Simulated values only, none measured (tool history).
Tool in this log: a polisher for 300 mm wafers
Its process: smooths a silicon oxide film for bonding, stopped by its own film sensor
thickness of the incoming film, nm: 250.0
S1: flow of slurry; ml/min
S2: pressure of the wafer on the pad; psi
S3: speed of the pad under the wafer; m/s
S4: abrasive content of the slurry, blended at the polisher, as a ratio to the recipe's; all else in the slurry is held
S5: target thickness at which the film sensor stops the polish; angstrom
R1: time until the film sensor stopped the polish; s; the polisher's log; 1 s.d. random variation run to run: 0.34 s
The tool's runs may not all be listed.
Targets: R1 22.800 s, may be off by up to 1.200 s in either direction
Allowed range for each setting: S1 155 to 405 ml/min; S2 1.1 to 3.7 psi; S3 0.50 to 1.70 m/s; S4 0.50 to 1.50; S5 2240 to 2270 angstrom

run  hour   S1   S2    S3    S4    S5      R1
  1   0.0  260  2.4  1.10  1.00  2240  28.967
  2   1.8  260  2.5  1.10  1.00  2240  28.504
  3   3.5  260  2.6  1.10  1.00  2240  28.248
  4   9.1  220  2.6  1.10  1.00  2240  28.162
  5  12.6  220  2.7  1.10  1.00  2240  27.502
  6  20.8  220  2.7  0.86  1.00  2240  31.684
  7  28.3  220  2.8  0.86  1.00  2240  31.384
  8  34.4  220  2.9  0.88  1.00  2240  28.866
  9  38.6  220  3.4  0.90  1.00  2240  24.745

4 candidate next runs follow, results not yet known. Just one meets every target within its allowed miss. Identify it.
  A  42.8  215  3.7  0.88  0.75  2270   ?
  B  42.8  225  3.6  0.82  1.05  2250   ?
  C  42.8  215  3.2  0.76  1.00  2270   ?
  D  42.8  205  3.6  0.88  0.75  2270   ?

move      R1
   A  26.596
   B  23.506
   C  26.477
   D  27.510
A: lands further from the targets than the last run did
B: every result lands within tolerance
C: lands further from the targets than the last run did
D: lands further from the targets than the last run did
Answer: B
